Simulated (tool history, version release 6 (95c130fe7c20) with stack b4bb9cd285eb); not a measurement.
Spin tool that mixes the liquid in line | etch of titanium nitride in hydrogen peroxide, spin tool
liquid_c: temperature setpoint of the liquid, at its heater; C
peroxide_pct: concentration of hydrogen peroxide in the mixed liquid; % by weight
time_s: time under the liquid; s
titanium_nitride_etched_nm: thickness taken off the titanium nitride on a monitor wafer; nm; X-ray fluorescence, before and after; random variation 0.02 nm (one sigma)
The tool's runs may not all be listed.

run 1 day=0.000 | liquid_c=57.0 peroxide_pct=17.0 time_s=305 | titanium_nitride_etched_nm=13.7770
run 2 day=0.083 | liquid_c=52.5 peroxide_pct=17.0 time_s=305 | titanium_nitride_etched_nm=10.0510
run 3 day=0.296 | liquid_c=49.5 peroxide_pct=17.0 time_s=305 | titanium_nitride_etched_nm=8.1032
run 4 day=0.638 | liquid_c=47.5 peroxide_pct=17.0 time_s=305 | titanium_nitride_etched_nm=7.0077
run 5 day=0.662 | liquid_c=47.5 peroxide_pct=20.5 time_s=305 | titanium_nitride_etched_nm=7.3144
run 6 day=0.983 | liquid_c=52.5 peroxide_pct=20.5 time_s=305 | titanium_nitride_etched_nm=10.4720
run 7 day=1.250 | liquid_c=49.5 peroxide_pct=20.5 time_s=305 | titanium_nitride_etched_nm=8.4727
run 8 day=1.496 | liquid_c=47.5 peroxide_pct=20.5 time_s=305 | titanium_nitride_etched_nm=7.3105
run 9 day=1.617 | liquid_c=46.0 peroxide_pct=20.5 time_s=305 | titanium_nitride_etched_nm=6.5186

Forecast run 10:
run 10 day=1.871 | liquid_c=45.0 peroxide_pct=20.5 time_s=305 | titanium_nitride_etched_nm=?

titanium_nitride_etched_nm: 6.1023 nm

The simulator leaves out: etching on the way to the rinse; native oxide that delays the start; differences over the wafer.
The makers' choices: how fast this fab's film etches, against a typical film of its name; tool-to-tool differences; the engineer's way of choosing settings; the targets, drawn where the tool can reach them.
